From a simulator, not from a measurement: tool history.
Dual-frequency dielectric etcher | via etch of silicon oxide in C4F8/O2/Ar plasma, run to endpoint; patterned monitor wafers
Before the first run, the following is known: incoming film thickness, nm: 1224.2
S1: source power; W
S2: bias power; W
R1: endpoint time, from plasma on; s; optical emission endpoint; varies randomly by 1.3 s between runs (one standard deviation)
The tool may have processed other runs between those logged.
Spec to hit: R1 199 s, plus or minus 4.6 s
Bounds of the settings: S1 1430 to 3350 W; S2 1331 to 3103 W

run  hour    S1    S2      R1
  1     0  2390  2217  218.04
  2   6.3  2490  2245  214.86
  3   8.9  2230  2245  228.77
  4  16.4  2230  1927  231.61
  5  18.4  2390  1964  227.23
  6  19.1  2390  1604  236.54
  7  25.8  2580  1671  223.18
  8  33.8  2690  1695  221.74
  9  38.1  2820  1732  213.19
 10  45.2  2890  1749  214.11
 11  53.9  2980  1783  209.74
 12  61.1  3040  1804  206.79
 13  65.6  3090  1819  204.02

5 candidate next runs follow, results not yet known. Just one meets every target within its allowed miss. Identify it.
  A  70.1  3340  2066   ?
  B  70.1  3350  2089   ?
  C  70.1  3310  2366   ?
  D  70.1  3270  2402   ?
  E  70.1  3340  1679   ?

move      R1
   A  192.84
   B  192.12
   C  187.91
   D  188.27
   E  201.22
A: moves the result that the last run missed by most past its target, out the other side
B: moves the result that the last run missed by most past its target, out the other side
C: moves the result that the last run missed by most past its target, out the other side
D: moves the result that the last run missed by most past its target, out the other side
E: every result lands within tolerance
Go with E: it meets all targets.
